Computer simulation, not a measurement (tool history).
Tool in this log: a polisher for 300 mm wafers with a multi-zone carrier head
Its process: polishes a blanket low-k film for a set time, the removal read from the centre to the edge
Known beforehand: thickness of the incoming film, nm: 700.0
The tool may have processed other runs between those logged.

run	hour	flow of slurry (ml/min)	pressure of the head's centre zone	pressure of the head's middle zone	pressure of the head's edge zone	abrasive content of the slurry	polishing time (s)	film removed at the wafer's centre (angstrom)	film removed at mid-radius (angstrom)	film removed at the wafer's edge (angstrom)
1	0	165	1	1	1	1	64	312.9	305.3	307.11
2	8.5	165	1	1	1	1.15	64	327.3	325.08	324.55
3	14	165	1.05	1	1	1.15	64	348.44	327.09	320.09
4	14.7	185	1.05	1	1	1.15	64	348.59	333.61	323.9
5	15.7	150	1.05	1	1	1.15	64	334.03	318.97	315.92
6	16.2	150	1.05	1	1.03	1.15	64	338.69	321.76	319.06
7	23	170	1.08	1.02	1.05	1.25	65	371.98	353.2	348.71

Run 8, settings as shown, results not yet in. Your forecast:
8	26.9	185	1.11	1.04	1.04	1.3	66	?	?	?

{"run 8": {"film removed at the wafer's centre (angstrom)": 397.85, "film removed at mid-radius (angstrom)": 362.57, "film removed at the wafer's edge (angstrom)": 358.97}}
